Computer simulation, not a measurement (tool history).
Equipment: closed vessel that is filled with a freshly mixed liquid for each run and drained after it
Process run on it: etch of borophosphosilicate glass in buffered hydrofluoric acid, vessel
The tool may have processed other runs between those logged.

run    day  temperature setpoint of the liquid (°C)  parts of 40 % ammonium fluoride to one part of 49 % hydrofluoric acid (parts by volume)  time in the liquid (s)  thickness taken off the borophosphosilicate glass on a monitor wafer (angstrom)
  1      0                                       23                                                                                     13.5                      30                                                                            283.2
  2  0.079                                       24                                                                                       13                      30                                                                           309.28
  3  0.275                                       24                                                                                     16.5                      30                                                                           245.22
  4  0.362                                       24                                                                                       19                      30                                                                           216.81
  5  0.421                                       24                                                                                     21.5                      30                                                                           197.66
  6  0.771                                       24                                                                                     22.5                      30                                                                           191.82
  7  1.133                                       25                                                                                     20.5                      30                                                                           217.67
      1.25  -- hydrofluoric acid flow meter replaced
  8   1.25                                       26                                                                                       19                      30                                                                           262.76
  9  1.325                                     26.5                                                                                     18.5                      30                                                                           280.43
 10  1.633                                       27                                                                                       18                      30                                                                           293.63
 11   1.75                                     27.5                                                                                     17.5                      30                                                                           311.46

Expected results for the next run?
 12  2.088                                       28                                                                                       17                      30                                                                                ?

Logged for run 12: thickness taken off the borophosphosilicate glass on a monitor wafer (angstrom) 326.54.
